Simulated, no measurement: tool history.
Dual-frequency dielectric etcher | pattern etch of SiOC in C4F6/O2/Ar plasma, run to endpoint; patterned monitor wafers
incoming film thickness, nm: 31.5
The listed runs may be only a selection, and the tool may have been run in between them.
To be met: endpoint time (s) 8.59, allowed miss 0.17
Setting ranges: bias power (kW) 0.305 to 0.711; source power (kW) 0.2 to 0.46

Run 1, hour 0: bias power (kW) 0.508, source power (kW) 0.33. Result: endpoint time (s) 9.7866.
Run 2, hour 5.7: bias power (kW) 0.47, source power (kW) 0.33. Result: endpoint time (s) 10.337.
Run 3, hour 12.8: bias power (kW) 0.517, source power (kW) 0.33. Result: endpoint time (s) 9.7615.
Run 4, hour 16.5: bias power (kW) 0.529, source power (kW) 0.33. Result: endpoint time (s) 9.5667.
Run 5, hour 24.8: bias power (kW) 0.529, source power (kW) 0.28. Result: endpoint time (s) 10.346.
Run 6, hour 32.4: bias power (kW) 0.546, source power (kW) 0.28. Result: endpoint time (s) 10.135.
Run 7, hour 33.8: bias power (kW) 0.561, source power (kW) 0.28. Result: endpoint time (s) 10.016.
Run 8, hour 42.3: bias power (kW) 0.575, source power (kW) 0.28. Result: endpoint time (s) 9.8004.

Which of these 4 next moves meets every target?
Run A, hour 50.8: bias power (kW) 0.64, source power (kW) 0.33. Result: endpoint time (s) ?.
Run B, hour 50.8: bias power (kW) 0.696, source power (kW) 0.26. Result: endpoint time (s) ?.
Run C, hour 50.8: bias power (kW) 0.611, source power (kW) 0.32. Result: endpoint time (s) ?.
Run D, hour 50.8: bias power (kW) 0.592, source power (kW) 0.22. Result: endpoint time (s) ?.

move  endpoint time (s)
   A             8.6834
   B             9.1187
   C             9.0187
   D             10.684
A: every result lands within tolerance
B: gains on the last run, yet a result remains outside its allowed miss
C: gains on the last run, yet a result remains outside its allowed miss
D: moves away from the targets compared with the last run
A is the move that brings every result within its allowed miss.
